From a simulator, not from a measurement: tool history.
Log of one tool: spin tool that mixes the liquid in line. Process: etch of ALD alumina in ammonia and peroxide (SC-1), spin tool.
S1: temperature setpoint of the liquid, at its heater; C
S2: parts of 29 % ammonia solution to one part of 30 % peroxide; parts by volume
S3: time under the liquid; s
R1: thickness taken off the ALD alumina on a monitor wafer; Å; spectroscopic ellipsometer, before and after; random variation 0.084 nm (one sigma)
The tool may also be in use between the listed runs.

run 1 day=0 | S1=59 S2=0.4 S3=280 | R1=278.48
run 2 day=0.179 | S1=59 S2=0.4 S3=305 | R1=306.96
run 3 day=0.367 | S1=56 S2=0.4 S3=305 | R1=262.3
run 4 day=0.462 | S1=54 S2=0.4 S3=305 | R1=234.23
run 5 day=0.683 | S1=52.5 S2=0.4 S3=305 | R1=216.08
run 6 day=0.996 | S1=52.5 S2=0.4 S3=280 | R1=198.68
run 7 day=1.092 | S1=51.5 S2=0.4 S3=280 | R1=187.4
run 8 day=1.312 | S1=51 S2=0.4 S3=280 | R1=184.84

The next listed run, before its measurement:
run 9 day=1.404 | S1=50.5 S2=0.4 S3=280 | R1=?

Run 9 gave R1 178.43 Å.
